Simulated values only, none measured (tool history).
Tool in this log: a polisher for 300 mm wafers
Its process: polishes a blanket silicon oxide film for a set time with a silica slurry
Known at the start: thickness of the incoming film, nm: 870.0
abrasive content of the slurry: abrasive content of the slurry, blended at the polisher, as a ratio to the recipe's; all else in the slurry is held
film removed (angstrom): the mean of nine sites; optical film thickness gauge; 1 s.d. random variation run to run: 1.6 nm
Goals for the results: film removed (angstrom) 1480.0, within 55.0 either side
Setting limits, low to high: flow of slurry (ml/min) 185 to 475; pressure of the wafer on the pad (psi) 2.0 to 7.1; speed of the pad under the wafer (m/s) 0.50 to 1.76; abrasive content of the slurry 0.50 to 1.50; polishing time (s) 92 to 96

run,hour,flow of slurry (ml/min),pressure of the wafer on the pad (psi),speed of the pad under the wafer (m/s),abrasive content of the slurry,polishing time (s),film removed (angstrom)
1,0.0,305,4.5,1.12,1.00,92,2581.9
2,5.4,235,4.5,1.12,1.00,92,2454.1
3,8.7,235,4.5,1.24,1.00,92,2672.6
4,15.8,235,5.1,1.24,1.00,92,2990.7
5,18.4,230,4.5,1.22,1.00,92,2632.1
6,25.0,230,4.5,1.22,1.00,92,2592.0
7,32.3,225,4.0,1.22,1.00,92,2283.0
8,40.1,220,3.7,1.22,1.00,92,2190.9
# hour 46.2: worn pad replaced by a new one
9,46.2,220,3.4,1.22,1.00,92,2274.7
10,49.5,215,3.1,1.14,1.00,92,1957.3
11,56.3,215,2.9,1.12,1.00,92,1872.7
12,62.8,215,2.7,1.10,1.00,92,1714.8
13,67.4,215,2.6,1.10,1.00,92,1655.2
14,75.8,215,2.5,1.10,1.00,92,1558.0

Exactly one of the 5 candidate moves below puts every result within its allowed miss. Which one?
A,84.2,275,2.4,1.24,0.95,94,?
B,84.2,225,2.6,1.00,1.05,96,?
C,84.2,240,2.4,1.02,1.05,96,?
D,84.2,215,2.4,1.16,0.85,95,?
E,84.2,235,2.2,1.18,1.10,95,?

move,film removed (angstrom)
A,1669.0
B,1671.0
C,1578.9
D,1491.0
E,1585.8
A: misses by more than the last run did
B: misses by more than the last run did
C: misses by more than the last run did
D: all results land within tolerance of their targets
E: misses by more than the last run did
Correct choice: D, which meets every target
